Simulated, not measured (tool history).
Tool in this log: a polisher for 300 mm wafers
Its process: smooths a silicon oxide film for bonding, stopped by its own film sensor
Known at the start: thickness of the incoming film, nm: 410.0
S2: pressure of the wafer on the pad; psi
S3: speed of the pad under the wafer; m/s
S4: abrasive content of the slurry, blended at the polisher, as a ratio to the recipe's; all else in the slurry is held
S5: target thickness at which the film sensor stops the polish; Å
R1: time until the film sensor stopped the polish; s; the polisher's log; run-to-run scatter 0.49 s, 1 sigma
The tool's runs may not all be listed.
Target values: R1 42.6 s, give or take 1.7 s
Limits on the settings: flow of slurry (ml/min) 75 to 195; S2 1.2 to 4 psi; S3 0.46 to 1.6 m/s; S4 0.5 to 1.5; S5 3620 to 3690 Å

run 1 hour=0 | flow_of_slurry_(ml/min)=125 S2=2.6 S3=1.02 S4=1 S5=3620 | R1=65.502
run 2 hour=2.4 | flow_of_slurry_(ml/min)=130 S2=2.9 S3=1.02 S4=1 S5=3620 | R1=58.843
run 3 hour=10.3 | flow_of_slurry_(ml/min)=135 S2=3.2 S3=1.02 S4=1 S5=3620 | R1=52.371
run 4 hour=16.1 | flow_of_slurry_(ml/min)=135 S2=3.2 S3=1.02 S4=0.85 S5=3620 | R1=57.427
run 5 hour=18.6 | flow_of_slurry_(ml/min)=135 S2=3.8 S3=1.02 S4=0.85 S5=3620 | R1=49.394
run 6 hour=19.4 | flow_of_slurry_(ml/min)=135 S2=4 S3=1.02 S4=0.85 S5=3620 | R1=46.642
run 7 hour=22.2 | flow_of_slurry_(ml/min)=140 S2=4 S3=1.04 S4=0.85 S5=3620 | R1=45.619
run 8 hour=26.7 | flow_of_slurry_(ml/min)=145 S2=4 S3=1.06 S4=0.85 S5=3620 | R1=45.552
run 9 hour=27.3 | flow_of_slurry_(ml/min)=145 S2=4 S3=1.08 S4=0.85 S5=3620 | R1=44.752
-- hour=34.2 slurry blender recalibrated
run 10 hour=34.2 | flow_of_slurry_(ml/min)=145 S2=4 S3=1.1 S4=0.85 S5=3620 | R1=36.385
run 11 hour=42.9 | flow_of_slurry_(ml/min)=145 S2=4 S3=1.1 S4=0.85 S5=3620 | R1=36.087
run 12 hour=49.1 | flow_of_slurry_(ml/min)=135 S2=4 S3=1.1 S4=0.85 S5=3620 | R1=36.782
run 13 hour=50.4 | flow_of_slurry_(ml/min)=145 S2=4 S3=1.1 S4=0.85 S5=3620 | R1=36.044
run 14 hour=55.6 | flow_of_slurry_(ml/min)=135 S2=4 S3=1.1 S4=0.85 S5=3620 | R1=36.52

Consider the 4 candidate settings below. Which is the only one whose results all fall within their allowed miss of target?
run A hour=60.8 | flow_of_slurry_(ml/min)=80 S2=4 S3=1.32 S4=0.8 S5=3690 | R1=?
run B hour=60.8 | flow_of_slurry_(ml/min)=140 S2=3.8 S3=1.08 S4=0.75 S5=3620 | R1=?
run C hour=60.8 | flow_of_slurry_(ml/min)=140 S2=3.9 S3=1.04 S4=0.9 S5=3620 | R1=?
run D hour=60.8 | flow_of_slurry_(ml/min)=155 S2=4 S3=1.14 S4=0.75 S5=3670 | R1=?

move=A R1=32.726
move=B R1=42.329
move=C R1=37.925
move=D R1=33.882
A: lands further from the targets than the last run did
B: all results land within tolerance of their targets
C: closer than the last run, but not yet in spec
D: lands further from the targets than the last run did
Answer: B

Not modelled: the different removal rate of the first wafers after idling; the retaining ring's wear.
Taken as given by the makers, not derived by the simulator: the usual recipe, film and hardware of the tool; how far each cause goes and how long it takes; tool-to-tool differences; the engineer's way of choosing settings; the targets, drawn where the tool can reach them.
